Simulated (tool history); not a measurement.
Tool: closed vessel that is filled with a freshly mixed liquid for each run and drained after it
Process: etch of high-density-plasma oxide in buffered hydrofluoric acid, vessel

run  hour  temperature setpoint of the liquid (°C)  parts of 40 % ammonium fluoride to one part of 49 % hydrofluoric acid (parts by volume)  time in the liquid (s)  thickness taken off the high-density-plasma oxide on a monitor wafer (angstrom)
  1   0.0                                     24.0                                                                                     22.5                      90                                                                           700.34
  2   6.5                                     26.5                                                                                     22.5                      90                                                                           814.02
  3  15.6                                     28.0                                                                                     21.5                      90                                                                           908.93
  4  24.3                                     28.0                                                                                     21.5                     100                                                                          1002.20
  5  32.6                                     28.0                                                                                     21.5                      90                                                                           897.47
  6  36.3                                     28.0                                                                                     21.5                     100                                                                          1009.40

Forecast run 7:
  7  43.3                                     29.0                                                                                     21.0                     100                                                                                ?

Run 7 gave thickness taken off the high-density-plasma oxide on a monitor wafer (angstrom) 1061.00.

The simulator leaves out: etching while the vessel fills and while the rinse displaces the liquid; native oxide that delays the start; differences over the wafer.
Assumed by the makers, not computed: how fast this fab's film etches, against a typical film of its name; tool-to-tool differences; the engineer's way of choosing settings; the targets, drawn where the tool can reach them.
